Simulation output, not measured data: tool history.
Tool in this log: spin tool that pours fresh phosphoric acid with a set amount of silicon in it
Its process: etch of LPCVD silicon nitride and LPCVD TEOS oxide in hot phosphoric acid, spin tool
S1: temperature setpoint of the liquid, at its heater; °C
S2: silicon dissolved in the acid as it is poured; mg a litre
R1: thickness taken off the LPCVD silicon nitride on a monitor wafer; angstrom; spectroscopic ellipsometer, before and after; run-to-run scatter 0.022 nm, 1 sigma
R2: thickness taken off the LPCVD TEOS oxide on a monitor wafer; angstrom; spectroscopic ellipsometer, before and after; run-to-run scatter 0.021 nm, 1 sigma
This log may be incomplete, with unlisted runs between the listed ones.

run 1 day=0.000 | S1=163.0 S2=24.5 time_under_the_liquid_(s)=55 | R1=73.303 R2=2.26310
run 2 day=0.075 | S1=163.0 S2=24.5 time_under_the_liquid_(s)=40 | R1=53.303 R2=2.45720
run 3 day=0.400 | S1=163.0 S2=29.5 time_under_the_liquid_(s)=40 | R1=53.249 R2=1.57620
run 4 day=0.546 | S1=162.0 S2=29.5 time_under_the_liquid_(s)=40 | R1=52.022 R2=1.36180
run 5 day=0.838 | S1=162.0 S2=35.5 time_under_the_liquid_(s)=40 | R1=51.563 R2=1.17380
run 6 day=1.017 | S1=161.0 S2=32.5 time_under_the_liquid_(s)=40 | R1=49.567 R2=1.09250
run 7 day=1.179 | S1=160.5 S2=30.0 time_under_the_liquid_(s)=40 | R1=49.085 R2=0.75831
run 8 day=1.462 | S1=160.5 S2=30.0 time_under_the_liquid_(s)=40 | R1=48.953 R2=1.16130

What will run 9 give?
run 9 day=1.517 | S1=160.0 S2=28.5 time_under_the_liquid_(s)=40 | R1=? R2=?

R1: 48.408 angstrom
R2: 1.57530 angstrom
